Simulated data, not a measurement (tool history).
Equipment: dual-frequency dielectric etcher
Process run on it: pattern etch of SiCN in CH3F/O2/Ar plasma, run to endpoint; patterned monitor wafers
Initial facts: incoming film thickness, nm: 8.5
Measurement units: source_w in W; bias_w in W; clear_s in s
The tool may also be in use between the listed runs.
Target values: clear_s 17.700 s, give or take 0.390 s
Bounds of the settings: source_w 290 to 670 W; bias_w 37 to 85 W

run	day	source_w	bias_w	clear_s
1	0.000	480	61	20.943
2	0.142	440	61	21.768
3	0.300	360	61	23.634
4	0.612	360	52	26.023
5	0.912	300	52	28.322
6	0.950	370	52	25.795
# day 1.183: bias power generator calibrated
7	1.183	430	53	23.578
8	1.254	480	54	22.188
9	1.325	480	54	22.123
10	1.592	520	55	21.251
11	1.654	520	55	21.119
12	1.725	550	56	20.453
13	1.833	570	57	19.936
14	2.146	590	58	19.421

Consider the 4 candidate settings below. Which is the only one whose results all fall within their allowed miss of target?
A	2.458	600	52	?
B	2.458	670	71	?
C	2.458	640	60	?
D	2.458	600	68	?

move	clear_s
A	20.548
B	16.672
C	18.528
D	17.829
A: further off than the last run
B: pushes the last run's worst result past its target
C: better than the last run, though not everything is in spec
D: every result within its allowed miss
Answer: D

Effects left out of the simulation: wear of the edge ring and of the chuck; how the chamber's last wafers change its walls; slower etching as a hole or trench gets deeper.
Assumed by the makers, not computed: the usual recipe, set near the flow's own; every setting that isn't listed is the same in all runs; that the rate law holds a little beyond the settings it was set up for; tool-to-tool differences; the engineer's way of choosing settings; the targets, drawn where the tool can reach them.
